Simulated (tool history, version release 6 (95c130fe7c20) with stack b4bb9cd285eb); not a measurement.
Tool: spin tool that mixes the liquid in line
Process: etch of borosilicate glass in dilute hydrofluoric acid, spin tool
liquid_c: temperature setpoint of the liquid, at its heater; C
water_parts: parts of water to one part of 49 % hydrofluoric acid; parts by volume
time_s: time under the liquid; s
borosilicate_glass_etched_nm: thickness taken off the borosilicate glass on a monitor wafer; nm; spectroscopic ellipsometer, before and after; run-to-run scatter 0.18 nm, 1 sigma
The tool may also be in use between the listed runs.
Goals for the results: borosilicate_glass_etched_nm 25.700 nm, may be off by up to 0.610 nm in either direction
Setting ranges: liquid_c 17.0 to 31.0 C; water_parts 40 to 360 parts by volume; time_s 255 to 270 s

run    day  liquid_c  water_parts  time_s  borosilicate_glass_etched_nm
  1  0.000      23.0          200     255                        45.410
  2  0.058      21.0          220     255                        38.022
  3  0.292      21.0          285     255                        27.278
  4  0.379      21.0          285     270                        29.032
  5  0.521      20.0          285     270                        27.829
  6  0.771      19.5          285     270                        27.500
  7  0.862      19.0          285     270                        27.215
  8  0.979      18.5          285     270                        26.308

Which one of the following 5 next-run settings gets every result inside its allowed miss? There is exactly one.
  A  1.096      23.5          310     255                             ?
  B  1.096      19.0          270     255                             ?
  C  1.096      17.0          270     260                             ?
  D  1.096      19.0          280     270                             ?
  E  1.096      19.0          275     265                             ?

move  borosilicate_glass_etched_nm
   A                        26.863
   B                        27.201
   C                        25.705
   D                        27.526
   E                        27.630
A: the biggest miss grows against the last run
B: the biggest miss grows against the last run
C: all results land within tolerance of their targets
D: the biggest miss grows against the last run
E: the biggest miss grows against the last run
Correct choice: C, which meets every target

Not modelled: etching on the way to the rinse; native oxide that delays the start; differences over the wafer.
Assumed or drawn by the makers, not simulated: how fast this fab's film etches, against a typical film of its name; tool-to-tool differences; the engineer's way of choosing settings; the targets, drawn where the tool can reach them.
